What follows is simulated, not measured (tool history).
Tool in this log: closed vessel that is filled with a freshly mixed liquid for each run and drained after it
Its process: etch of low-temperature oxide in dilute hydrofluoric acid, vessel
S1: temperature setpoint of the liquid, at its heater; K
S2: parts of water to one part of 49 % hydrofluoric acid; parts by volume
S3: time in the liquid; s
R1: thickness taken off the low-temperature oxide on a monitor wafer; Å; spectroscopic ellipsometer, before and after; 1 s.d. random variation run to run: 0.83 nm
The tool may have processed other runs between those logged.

run	hour	S1	S2	S3	R1
1	0.0	296.15	55	155	685.95
2	5.7	296.15	65	155	576.56
3	11.3	292.65	65	155	503.31
4	15.0	294.65	65	155	547.94
5	16.2	297.65	65	155	613.68
6	18.3	299.15	65	155	644.10
7	20.4	300.15	65	155	684.37
8	21.8	301.15	65	155	696.77
9	25.2	301.65	65	155	710.40
10	28.5	302.15	65	155	740.10
11	36.2	302.65	65	155	746.83

For run 12, what comes out?
12	44.8	303.15	65	155	?

For run 12 the tool returned R1 753.45 Å.
